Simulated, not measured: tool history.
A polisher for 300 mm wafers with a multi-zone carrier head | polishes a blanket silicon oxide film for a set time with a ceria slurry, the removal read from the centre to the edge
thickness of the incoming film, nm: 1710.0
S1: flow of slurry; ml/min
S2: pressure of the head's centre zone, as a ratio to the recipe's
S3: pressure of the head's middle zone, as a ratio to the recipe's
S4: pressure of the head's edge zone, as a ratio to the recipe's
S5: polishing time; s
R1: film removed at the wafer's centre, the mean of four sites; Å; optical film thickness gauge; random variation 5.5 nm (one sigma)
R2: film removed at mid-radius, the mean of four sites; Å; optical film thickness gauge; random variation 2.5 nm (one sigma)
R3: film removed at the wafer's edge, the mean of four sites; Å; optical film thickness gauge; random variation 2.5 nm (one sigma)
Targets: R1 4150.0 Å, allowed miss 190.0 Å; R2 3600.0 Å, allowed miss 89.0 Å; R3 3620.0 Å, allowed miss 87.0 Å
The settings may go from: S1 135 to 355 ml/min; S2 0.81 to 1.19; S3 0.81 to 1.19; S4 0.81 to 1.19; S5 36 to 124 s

{"run": 1, "hour": 0.0, "S1": 225, "S2": 1.0, "S3": 1.0, "S4": 1.0, "S5": 79, "R1": 2625.6, "R2": 2628.3, "R3": 2680.8}
{"run": 2, "hour": 6.6, "S1": 275, "S2": 1.0, "S3": 1.0, "S4": 1.0, "S5": 79, "R1": 2699.7, "R2": 2663.3, "R3": 2720.8}
{"run": 3, "hour": 12.5, "S1": 275, "S2": 1.0, "S3": 1.0, "S4": 0.97, "S5": 79, "R1": 2641.8, "R2": 2679.0, "R3": 2657.8}
{"run": 4, "hour": 13.1, "S1": 275, "S2": 1.0, "S3": 1.0, "S4": 0.89, "S5": 79, "R1": 2724.7, "R2": 2674.3, "R3": 2562.3}
{"run": 5, "hour": 18.7, "S1": 275, "S2": 0.95, "S3": 1.0, "S4": 0.89, "S5": 79, "R1": 2550.4, "R2": 2698.0, "R3": 2588.1}
{"run": 6, "hour": 25.2, "S1": 275, "S2": 0.9, "S3": 1.0, "S4": 0.89, "S5": 79, "R1": 2480.6, "R2": 2664.7, "R3": 2566.7}
{"run": 7, "hour": 31.1, "S1": 280, "S2": 0.93, "S3": 1.0, "S4": 0.9, "S5": 82, "R1": 2637.3, "R2": 2824.9, "R3": 2679.4}
{"run": 8, "hour": 34.2, "S1": 280, "S2": 0.93, "S3": 1.0, "S4": 0.9, "S5": 82, "R1": 2659.3, "R2": 2752.8, "R3": 2704.0}
{"run": 9, "hour": 37.8, "S1": 285, "S2": 0.96, "S3": 1.01, "S4": 0.91, "S5": 84, "R1": 2743.4, "R2": 2869.4, "R3": 2763.7}
{"run": 10, "hour": 42.1, "S1": 285, "S2": 0.96, "S3": 1.01, "S4": 0.91, "S5": 84, "R1": 2823.1, "R2": 2851.6, "R3": 2764.7}
{"run": 11, "hour": 48.3, "S1": 320, "S2": 1.06, "S3": 1.1, "S4": 1.01, "S5": 98, "R1": 3603.7, "R2": 3575.1, "R3": 3418.7}
{"run": 12, "hour": 52.0, "S1": 320, "S2": 1.07, "S3": 1.1, "S4": 1.02, "S5": 98, "R1": 3621.1, "R2": 3553.1, "R3": 3438.9}
{"run": 13, "hour": 55.3, "S1": 320, "S2": 1.08, "S3": 1.1, "S4": 1.02, "S5": 98, "R1": 3633.9, "R2": 3520.6, "R3": 3450.3}
{"run": 14, "hour": 59.2, "S1": 320, "S2": 1.09, "S3": 1.1, "S4": 1.02, "S5": 98, "R1": 3814.2, "R2": 3545.0, "R3": 3406.5}
{"run": 15, "hour": 60.7, "S1": 340, "S2": 1.13, "S3": 1.08, "S4": 1.11, "S5": 100, "R1": 3886.0, "R2": 3541.3, "R3": 3644.3}

4 next moves are on the table. One of them brings every result within its allowed miss. Which?
{"run": "A", "hour": 62.2, "S1": 315, "S2": 1.01, "S3": 1.05, "S4": 1.07, "S5": 102, "R1": "?", "R2": "?", "R3": "?"}
{"run": "B", "hour": 62.2, "S1": 305, "S2": 1.11, "S3": 1.03, "S4": 1.16, "S5": 97, "R1": "?", "R2": "?", "R3": "?"}
{"run": "C", "hour": 62.2, "S1": 350, "S2": 1.0, "S3": 1.09, "S4": 1.09, "S5": 103, "R1": "?", "R2": "?", "R3": "?"}
{"run": "D", "hour": 62.2, "S1": 320, "S2": 1.16, "S3": 1.04, "S4": 1.04, "S5": 103, "R1": "?", "R2": "?", "R3": "?"}

move=A R1=3594.3 R2=3640.7 R3=3689.3
move=B R1=3746.8 R2=3416.0 R3=3648.2
move=C R1=3629.5 R2=3782.4 R3=3785.0
move=D R1=4178.9 R2=3660.6 R3=3677.6
A: further off than the last run
B: further off than the last run
C: further off than the last run
D: meets every target
Move D is the one to make.
